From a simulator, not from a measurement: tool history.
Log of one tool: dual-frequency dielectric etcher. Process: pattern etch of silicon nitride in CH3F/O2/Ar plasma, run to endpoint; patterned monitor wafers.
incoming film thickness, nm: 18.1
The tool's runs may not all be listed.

run  hour  source power (kW)  bias power (kW)  endpoint time (s)
  1   0.0              0.360            0.077             28.339
  2   7.6              0.370            0.078             27.663
  3  14.6              0.380            0.078             27.525
  4  19.1              0.330            0.078             29.456
  5  21.3              0.340            0.079             28.938
  6  27.5              0.350            0.080             28.348
  7  29.3              0.360            0.080             27.981
  8  36.1              0.370            0.080             27.660
  9  36.7              0.380            0.080             27.307
 10  43.6              0.390            0.080             26.915

For run 11, what comes out?
 11  48.3              0.410            0.081                  ?

{"run 11": {"endpoint time (s)": 26.687}}
